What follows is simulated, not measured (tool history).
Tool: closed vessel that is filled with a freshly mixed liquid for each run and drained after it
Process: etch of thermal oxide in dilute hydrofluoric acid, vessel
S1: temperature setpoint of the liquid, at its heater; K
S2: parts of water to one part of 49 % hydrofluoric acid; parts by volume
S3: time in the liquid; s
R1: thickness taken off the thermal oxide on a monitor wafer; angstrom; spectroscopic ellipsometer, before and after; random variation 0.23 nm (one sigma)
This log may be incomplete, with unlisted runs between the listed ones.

run	hour	S1	S2	S3	R1
1	0.0	297.15	120	330	131.38
2	5.9	294.65	120	330	118.99
3	7.3	297.65	120	330	132.96
4	8.9	299.15	105	330	166.86
5	14.4	299.15	105	215	107.10
6	16.4	299.15	105	330	164.61
7	17.0	300.15	95	330	191.16
8	23.6	301.15	85	330	224.12

Run 9 comes next. What will it give?
9	28.6	301.65	80	330	?

{"run 9": {"R1": 246.61}}
